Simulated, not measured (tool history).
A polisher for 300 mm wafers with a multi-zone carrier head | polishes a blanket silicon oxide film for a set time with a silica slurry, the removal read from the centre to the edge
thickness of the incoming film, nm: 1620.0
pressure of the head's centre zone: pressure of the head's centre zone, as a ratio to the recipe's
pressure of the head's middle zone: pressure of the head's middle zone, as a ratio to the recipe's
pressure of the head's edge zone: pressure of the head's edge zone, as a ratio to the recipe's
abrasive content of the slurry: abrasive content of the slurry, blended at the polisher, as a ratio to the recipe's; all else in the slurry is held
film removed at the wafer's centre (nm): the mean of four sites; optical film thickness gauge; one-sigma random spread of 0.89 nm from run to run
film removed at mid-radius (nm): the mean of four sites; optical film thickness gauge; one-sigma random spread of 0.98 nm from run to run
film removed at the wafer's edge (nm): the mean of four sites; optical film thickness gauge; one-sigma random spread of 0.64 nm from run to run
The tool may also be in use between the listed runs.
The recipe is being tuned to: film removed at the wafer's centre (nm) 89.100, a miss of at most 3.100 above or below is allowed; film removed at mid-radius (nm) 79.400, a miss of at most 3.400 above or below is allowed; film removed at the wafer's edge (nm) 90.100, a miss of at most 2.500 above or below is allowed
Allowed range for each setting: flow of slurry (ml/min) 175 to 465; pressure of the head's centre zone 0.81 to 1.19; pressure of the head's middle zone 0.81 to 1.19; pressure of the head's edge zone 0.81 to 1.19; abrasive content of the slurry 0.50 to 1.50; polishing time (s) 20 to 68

run	hour	flow of slurry (ml/min)	pressure of the head's centre zone	pressure of the head's middle zone	pressure of the head's edge zone	abrasive content of the slurry	polishing time (s)	film removed at the wafer's centre (nm)	film removed at mid-radius (nm)	film removed at the wafer's edge (nm)
1	0.0	295	1.00	1.00	1.00	1.00	44	127.280	129.300	123.340
2	8.1	290	0.99	0.97	1.00	0.90	43	114.820	114.090	113.970
3	11.6	290	0.99	0.97	1.00	0.80	43	101.790	100.120	102.990
4	20.3	290	0.99	0.97	1.08	0.80	43	103.270	100.600	106.560
5	22.9	290	0.99	0.94	1.08	0.80	43	102.790	99.662	107.380
6	30.3	290	1.00	0.93	1.07	0.75	43	98.699	92.860	99.231
7	32.1	290	1.00	0.93	1.07	0.75	43	96.469	92.435	98.841
# hour 33.2: worn pad replaced by a new one
8	33.2	285	1.00	0.91	1.07	0.75	43	103.590	97.835	104.840
9	35.9	295	1.01	0.92	1.09	0.75	43	107.100	99.480	107.030

Which single option among these 5 for the next run brings every result within its allowed miss of target? Just one does.
A	38.6	350	1.04	0.84	1.18	0.65	38	?	?	?
B	38.6	365	0.99	0.96	1.04	0.75	36	?	?	?
C	38.6	255	0.82	0.97	1.12	0.70	42	?	?	?
D	38.6	320	1.01	0.85	1.07	0.70	39	?	?	?
E	38.6	335	0.85	1.19	0.88	0.95	31	?	?	?

move	film removed at the wafer's centre (nm)	film removed at mid-radius (nm)	film removed at the wafer's edge (nm)
A	82.968	69.136	86.122
B	88.702	84.012	90.704
C	76.145	88.188	98.842
D	89.709	77.607	91.647
E	79.815	101.050	88.167
A: takes the result that was furthest off past its target
B: brings the last run's worst result on target, with another outside its allowed miss
C: closer than the last run, but not yet in spec
D: hits every target within its allowed miss
E: brings the last run's worst result on target, with another outside its allowed miss
Go with D: it meets all targets.
